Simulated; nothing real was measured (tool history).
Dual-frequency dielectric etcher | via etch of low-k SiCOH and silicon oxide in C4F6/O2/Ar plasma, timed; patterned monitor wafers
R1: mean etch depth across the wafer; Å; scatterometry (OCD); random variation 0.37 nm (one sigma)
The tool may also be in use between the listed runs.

run 1 hour=0 | source_power_(kW)=0.4 bias_power_(kW)=0.228 etch_time_(s)=18.5 | R1=485.39
run 2 hour=8.3 | source_power_(kW)=0.35 bias_power_(kW)=0.228 etch_time_(s)=18.5 | R1=467.07
run 3 hour=15.3 | source_power_(kW)=0.31 bias_power_(kW)=0.228 etch_time_(s)=18.5 | R1=438.7
run 4 hour=21 | source_power_(kW)=0.37 bias_power_(kW)=0.235 etch_time_(s)=18.5 | R1=483.03
run 5 hour=25.6 | source_power_(kW)=0.37 bias_power_(kW)=0.195 etch_time_(s)=18.5 | R1=431.55
run 6 hour=27.7 | source_power_(kW)=0.37 bias_power_(kW)=0.195 etch_time_(s)=17 | R1=399.1
run 7 hour=31.8 | source_power_(kW)=0.41 bias_power_(kW)=0.214 etch_time_(s)=17 | R1=431.66
run 8 hour=37.6 | source_power_(kW)=0.44 bias_power_(kW)=0.236 etch_time_(s)=17 | R1=473.74
run 9 hour=38.3 | source_power_(kW)=0.44 bias_power_(kW)=0.236 etch_time_(s)=17 | R1=474.44

The next listed run, before its measurement:
run 10 hour=42.7 | source_power_(kW)=0.46 bias_power_(kW)=0.25 etch_time_(s)=17 | R1=?

{"run 10": {"R1": 493.4}}
